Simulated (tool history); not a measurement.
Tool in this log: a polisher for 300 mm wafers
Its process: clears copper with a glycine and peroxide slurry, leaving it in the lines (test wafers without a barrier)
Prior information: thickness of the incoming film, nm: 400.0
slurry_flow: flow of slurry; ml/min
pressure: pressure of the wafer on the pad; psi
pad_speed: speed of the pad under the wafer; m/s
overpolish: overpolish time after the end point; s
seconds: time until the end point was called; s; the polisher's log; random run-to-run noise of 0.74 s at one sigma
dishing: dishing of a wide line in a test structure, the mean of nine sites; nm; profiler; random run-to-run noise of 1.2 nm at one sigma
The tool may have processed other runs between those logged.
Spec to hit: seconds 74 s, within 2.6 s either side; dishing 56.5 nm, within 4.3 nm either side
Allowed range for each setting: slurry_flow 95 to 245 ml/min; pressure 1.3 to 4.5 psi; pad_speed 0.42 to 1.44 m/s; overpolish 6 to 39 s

| run | day | slurry_flow | pressure | pad_speed | overpolish | seconds | dishing |
|---|---|---|---|---|---|---|---|
| 1 | 0 | 155 | 2.9 | 0.92 | 20 | 64.133 | 74.665 |
| 2 | 0.071 | 140 | 2.9 | 0.92 | 20 | 64.516 | 73.572 |
| 3 | 0.375 | 140 | 2.8 | 0.92 | 19 | 67.672 | 69.254 |
| 4 | 0.575 | 140 | 2.8 | 0.7 | 19 | 81.306 | 58.898 |
| 5 | 0.721 | 160 | 2.8 | 0.7 | 19 | 80.823 | 62.088 |
| 6 | 0.808 | 160 | 3.3 | 0.7 | 19 | 69.278 | 70.051 |
| 7 | 0.875 | 155 | 3.3 | 0.7 | 18 | 70.215 | 67.891 |
| 8 | 0.983 | 155 | 3.3 | 0.7 | 17 | 69.927 | 64.917 |
| 9 | 1.212 | 140 | 3.1 | 0.7 | 14 | 74.461 | 48.925 |

5 next moves are on the table. One of them brings every result within its allowed miss. Which?
| A | 1.442 | 145 | 3.1 | 0.64 | 13 | ? | ? |
| B | 1.442 | 140 | 2.5 | 0.82 | 15 | ? | ? |
| C | 1.442 | 130 | 2.7 | 0.74 | 18 | ? | ? |
| D | 1.442 | 140 | 2.7 | 0.84 | 16 | ? | ? |
| E | 1.442 | 180 | 2.7 | 0.78 | 13 | ? | ? |

| move | seconds | dishing |
|---|---|---|
| A | 79.574 | 43.825 |
| B | 79.981 | 48.631 |
| C | 82.113 | 55.667 |
| D | 74.024 | 54.831 |
| E | 74.587 | 45.916 |
A: its largest miss is bigger than the last run's
B: its largest miss is bigger than the last run's
C: corrects the largest miss of the last run, while another result sits out of spec
D: every result lands within tolerance
E: its largest miss is bigger than the last run's
Move D is the one to make.
